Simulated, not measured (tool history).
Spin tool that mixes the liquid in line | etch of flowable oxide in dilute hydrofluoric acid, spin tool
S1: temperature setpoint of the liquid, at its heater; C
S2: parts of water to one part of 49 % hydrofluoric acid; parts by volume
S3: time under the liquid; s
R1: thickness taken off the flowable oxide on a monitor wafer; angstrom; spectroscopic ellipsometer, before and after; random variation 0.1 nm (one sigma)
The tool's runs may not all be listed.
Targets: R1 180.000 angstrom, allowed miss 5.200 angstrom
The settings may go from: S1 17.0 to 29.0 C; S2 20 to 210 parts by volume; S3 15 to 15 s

{"run": 1, "hour": 0.0, "S1": 21.0, "S2": 115, "S3": 15, "R1": 82.42}
{"run": 2, "hour": 1.1, "S1": 22.0, "S2": 110, "S3": 15, "R1": 89.096}
{"run": 3, "hour": 8.1, "S1": 20.5, "S2": 110, "S3": 15, "R1": 83.187}
{"run": 4, "hour": 16.3, "S1": 21.5, "S2": 105, "S3": 15, "R1": 92.635}
{"run": 5, "hour": 24.4, "S1": 21.5, "S2": 105, "S3": 15, "R1": 92.849}
{"run": 6, "hour": 29.6, "S1": 22.5, "S2": 100, "S3": 15, "R1": 102.35}
{"run": 7, "hour": 34.4, "S1": 23.0, "S2": 95, "S3": 15, "R1": 109.47}
{"run": 8, "hour": 36.2, "S1": 27.0, "S2": 60, "S3": 15, "R1": 213.92}
{"run": 9, "hour": 37.1, "S1": 26.5, "S2": 60, "S3": 15, "R1": 208.17}
{"run": 10, "hour": 42.6, "S1": 26.0, "S2": 60, "S3": 15, "R1": 204.37}
{"run": 11, "hour": 45.7, "S1": 25.5, "S2": 60, "S3": 15, "R1": 200.66}
{"run": 12, "hour": 47.4, "S1": 24.0, "S2": 60, "S3": 15, "R1": 190.11}

Which of these 5 next moves meets every target?
{"run": "A", "hour": 49.1, "S1": 24.0, "S2": 55, "S3": 15, "R1": "?"}
{"run": "B", "hour": 49.1, "S1": 23.0, "S2": 60, "S3": 15, "R1": "?"}
{"run": "C", "hour": 49.1, "S1": 27.5, "S2": 65, "S3": 15, "R1": "?"}
{"run": "D", "hour": 49.1, "S1": 25.5, "S2": 60, "S3": 15, "R1": "?"}
{"run": "E", "hour": 49.1, "S1": 23.0, "S2": 55, "S3": 15, "R1": "?"}

move=A R1=207.340
move=B R1=181.240
move=C R1=199.250
move=D R1=200.670
move=E R1=198.980
A: further off than the last run
B: meets every target
C: further off than the last run
D: further off than the last run
E: further off than the last run
The right move is B.

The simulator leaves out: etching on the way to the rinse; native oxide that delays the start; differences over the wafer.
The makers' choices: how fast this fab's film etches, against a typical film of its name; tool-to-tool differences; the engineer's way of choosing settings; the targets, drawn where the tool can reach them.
